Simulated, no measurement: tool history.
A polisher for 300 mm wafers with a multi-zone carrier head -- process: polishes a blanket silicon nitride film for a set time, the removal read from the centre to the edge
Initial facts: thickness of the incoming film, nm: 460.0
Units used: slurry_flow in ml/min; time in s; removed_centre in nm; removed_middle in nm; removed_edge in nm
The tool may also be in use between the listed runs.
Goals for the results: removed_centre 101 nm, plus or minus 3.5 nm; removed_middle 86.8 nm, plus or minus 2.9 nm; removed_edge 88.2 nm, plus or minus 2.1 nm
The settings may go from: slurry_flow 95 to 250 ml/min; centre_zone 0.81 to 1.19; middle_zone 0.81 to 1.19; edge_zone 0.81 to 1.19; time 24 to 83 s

run,hour,slurry_flow,centre_zone,middle_zone,edge_zone,time,removed_centre,removed_middle,removed_edge
1,0,160,1,1,1,53,118.29,121.06,117.25
2,0.6,185,1,1,1,53,120.72,122.93,119.01
3,7.1,175,1.01,0.96,0.96,50,113.42,112.07,108.9
4,12.8,175,1.01,0.96,1,50,113.94,111.36,110.96
5,17.9,165,1.02,0.93,0.96,48,107.08,101.7,103.5
6,18.5,155,1.04,0.92,0.92,47,106.89,97.81,99.729
7,25.1,150,1.05,0.91,0.9,46,107.05,93.553,96.196
8,26.2,145,1.05,0.91,0.88,46,103.71,94.705,93.953
9,28.3,135,1.06,0.9,0.87,46,103.27,91.944,93.453
10,33.4,130,1.07,0.89,0.86,46,103.41,88.44,92.195

Consider the 5 candidate settings below. Which is the only one whose results all fall within their allowed miss of target?
A,38.5,105,1.02,0.85,0.86,48,?,?,?
B,38.5,140,1.13,0.93,0.95,42,?,?,?
C,38.5,170,1.13,0.95,1,42,?,?,?
D,38.5,115,1.06,0.84,0.96,48,?,?,?
E,38.5,105,1.19,0.87,0.83,47,?,?,?

move,removed_centre,removed_middle,removed_edge
A,95.628,87.874,92.838
B,100.98,89.142,89.069
C,105.45,94.286,93.613
D,102.4,89.286,98.983
E,109.37,87.631,89.584
A: the biggest miss grows against the last run
B: meets every target
C: the biggest miss grows against the last run
D: the biggest miss grows against the last run
E: the furthest-off result lands on target, but another misses its tolerance
Correct choice: B, which meets every target

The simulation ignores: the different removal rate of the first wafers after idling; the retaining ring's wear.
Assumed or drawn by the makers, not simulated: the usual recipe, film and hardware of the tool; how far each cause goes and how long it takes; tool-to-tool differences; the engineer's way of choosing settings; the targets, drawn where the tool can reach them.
